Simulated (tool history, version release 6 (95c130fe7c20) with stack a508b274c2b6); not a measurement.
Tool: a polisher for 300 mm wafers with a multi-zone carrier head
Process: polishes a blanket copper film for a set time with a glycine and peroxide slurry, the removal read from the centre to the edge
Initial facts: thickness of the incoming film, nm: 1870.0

run	hour	flow of slurry (ml/min)	pressure of the head's centre zone	pressure of the head's middle zone	pressure of the head's edge zone	polishing time (s)	film removed at the wafer's centre (nm)	film removed at mid-radius (nm)	film removed at the wafer's edge (nm)
1	0	120	1	1	1	77	364.31	341.02	352.5
2	2.3	115	0.98	0.99	0.98	75	337.08	329.98	339
3	8.1	110	0.97	0.97	0.97	73	325.6	312.15	323.62
4	9	110	0.9	0.97	0.97	73	298.29	312.84	324.21
5	12	110	0.9	0.97	0.97	64	265.77	276.92	286.05
6	17.4	110	0.82	0.97	0.97	64	241	276.97	291.14
7	19.6	105	0.82	0.96	0.96	64	237.8	267.43	279.57

Estimate the outcome of run 8 from the log above:
8	20.6	100	0.82	0.95	0.96	64	?	?	?

Run 8 came out at film removed at the wafer's centre (nm) 235.68, film removed at mid-radius (nm) 264.16, film removed at the wafer's edge (nm) 284.99.

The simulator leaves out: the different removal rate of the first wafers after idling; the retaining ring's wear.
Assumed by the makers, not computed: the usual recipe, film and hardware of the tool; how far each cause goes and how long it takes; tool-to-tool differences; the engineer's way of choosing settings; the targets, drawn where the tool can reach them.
